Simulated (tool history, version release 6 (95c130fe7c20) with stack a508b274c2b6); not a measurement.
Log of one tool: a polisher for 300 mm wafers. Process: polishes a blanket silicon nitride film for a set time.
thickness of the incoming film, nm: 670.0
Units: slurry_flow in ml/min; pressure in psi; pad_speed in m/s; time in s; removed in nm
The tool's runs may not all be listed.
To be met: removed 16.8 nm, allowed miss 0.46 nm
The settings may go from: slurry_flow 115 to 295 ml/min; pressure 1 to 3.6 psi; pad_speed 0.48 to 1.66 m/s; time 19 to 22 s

run 1 hour=0 | slurry_flow=190 pressure=2.3 pad_speed=1.06 time=22 | removed=20.144
run 2 hour=7.8 | slurry_flow=170 pressure=2.3 pad_speed=1.06 time=22 | removed=20.006
run 3 hour=15 | slurry_flow=170 pressure=2.3 pad_speed=1.06 time=22 | removed=19.838
run 4 hour=22.1 | slurry_flow=165 pressure=2.2 pad_speed=1.06 time=22 | removed=18.719
run 5 hour=27.4 | slurry_flow=165 pressure=2.2 pad_speed=1.26 time=22 | removed=20.635
run 6 hour=30.5 | slurry_flow=205 pressure=2.2 pad_speed=1.26 time=22 | removed=21.394
run 7 hour=34 | slurry_flow=200 pressure=2.1 pad_speed=1.26 time=22 | removed=20.28
run 8 hour=37.3 | slurry_flow=200 pressure=2.1 pad_speed=1.26 time=22 | removed=20.319
run 9 hour=43.6 | slurry_flow=175 pressure=1.6 pad_speed=1.26 time=22 | removed=15.443
run 10 hour=50.7 | slurry_flow=180 pressure=1.6 pad_speed=1.26 time=22 | removed=15.419
run 11 hour=52.6 | slurry_flow=185 pressure=1.6 pad_speed=1.26 time=22 | removed=15.556
run 12 hour=55.1 | slurry_flow=190 pressure=1.6 pad_speed=1.26 time=22 | removed=15.695
run 13 hour=58.8 | slurry_flow=195 pressure=1.6 pad_speed=1.26 time=22 | removed=15.646
run 14 hour=66.7 | slurry_flow=200 pressure=1.6 pad_speed=1.26 time=22 | removed=15.792
run 15 hour=67.6 | slurry_flow=205 pressure=1.6 pad_speed=1.26 time=22 | removed=15.802
run 16 hour=74.3 | slurry_flow=210 pressure=1.6 pad_speed=1.26 time=22 | removed=15.838
-- hour=81.5 worn pad replaced by a new one
run 17 hour=81.5 | slurry_flow=230 pressure=1.7 pad_speed=1.26 time=22 | removed=18.84
run 18 hour=89.2 | slurry_flow=220 pressure=1.7 pad_speed=1.26 time=22 | removed=18.829
run 19 hour=93.7 | slurry_flow=215 pressure=1.7 pad_speed=1.26 time=22 | removed=19.018
run 20 hour=100.8 | slurry_flow=210 pressure=1.7 pad_speed=1.26 time=22 | removed=18.777
run 21 hour=108.2 | slurry_flow=205 pressure=1.7 pad_speed=1.26 time=22 | removed=18.575
run 22 hour=115.7 | slurry_flow=200 pressure=1.7 pad_speed=1.26 time=22 | removed=18.765
run 23 hour=117.5 | slurry_flow=190 pressure=1.7 pad_speed=1.26 time=22 | removed=18.674

4 next moves are on the table. One of them brings every result within its allowed miss. Which?
run A hour=119.3 | slurry_flow=170 pressure=1.6 pad_speed=1.28 time=20 | removed=?
run B hour=119.3 | slurry_flow=210 pressure=1.6 pad_speed=1.14 time=22 | removed=?
run C hour=119.3 | slurry_flow=180 pressure=1.9 pad_speed=1.26 time=22 | removed=?
run D hour=119.3 | slurry_flow=195 pressure=1.6 pad_speed=1.64 time=20 | removed=?

move=A removed=16.091
move=B removed=17.197
move=C removed=20.888
move=D removed=18.754
A: takes the result that was furthest off past its target
B: meets every target
C: further off than the last run
D: as far off as the last run
The right move is B.

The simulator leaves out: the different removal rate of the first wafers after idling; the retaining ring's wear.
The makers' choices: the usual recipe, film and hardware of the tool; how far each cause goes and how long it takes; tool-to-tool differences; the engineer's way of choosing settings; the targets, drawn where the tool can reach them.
